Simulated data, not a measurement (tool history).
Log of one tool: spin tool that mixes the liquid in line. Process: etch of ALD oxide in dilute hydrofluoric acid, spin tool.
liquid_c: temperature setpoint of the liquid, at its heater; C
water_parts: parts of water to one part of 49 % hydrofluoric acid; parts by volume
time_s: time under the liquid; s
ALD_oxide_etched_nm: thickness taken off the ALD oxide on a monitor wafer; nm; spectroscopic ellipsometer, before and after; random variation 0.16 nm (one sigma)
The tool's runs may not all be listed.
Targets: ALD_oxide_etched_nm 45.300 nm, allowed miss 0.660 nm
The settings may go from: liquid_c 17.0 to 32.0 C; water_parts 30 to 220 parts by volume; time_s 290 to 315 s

| run | hour | liquid_c | water_parts | time_s | ALD_oxide_etched_nm |
|---|---|---|---|---|---|
| 1 | 0.0 | 24.0 | 125 | 290 | 31.892 |
| 2 | 3.2 | 25.5 | 125 | 290 | 33.884 |
| 3 | 12.1 | 22.5 | 125 | 290 | 30.023 |
| 4 | 13.3 | 24.0 | 125 | 290 | 31.884 |
| 5 | 16.7 | 24.0 | 165 | 290 | 23.073 |
| 6 | 22.1 | 24.0 | 190 | 290 | 19.514 |
| 7 | 30.7 | 25.5 | 180 | 290 | 22.003 |
| 8 | 36.3 | 26.5 | 170 | 290 | 24.385 |
| 9 | 43.4 | 27.5 | 160 | 290 | 27.277 |
| 10 | 46.5 | 31.5 | 110 | 290 | 49.392 |
| 11 | 47.6 | 31.0 | 110 | 290 | 48.075 |
| 12 | 56.7 | 30.5 | 110 | 290 | 47.190 |

Which of these 4 next moves meets every target?
| A | 65.8 | 29.5 | 110 | 290 | ? |
| B | 65.8 | 30.0 | 110 | 290 | ? |
| C | 65.8 | 31.0 | 115 | 300 | ? |
| D | 65.8 | 27.0 | 100 | 295 | ? |

| move | ALD_oxide_etched_nm |
|---|---|
| A | 45.546 |
| B | 46.402 |
| C | 47.309 |
| D | 46.980 |
A: meets every target
B: nearer than the last run, and not there yet
C: further off than the last run
D: nearer than the last run, and not there yet
Answer: A

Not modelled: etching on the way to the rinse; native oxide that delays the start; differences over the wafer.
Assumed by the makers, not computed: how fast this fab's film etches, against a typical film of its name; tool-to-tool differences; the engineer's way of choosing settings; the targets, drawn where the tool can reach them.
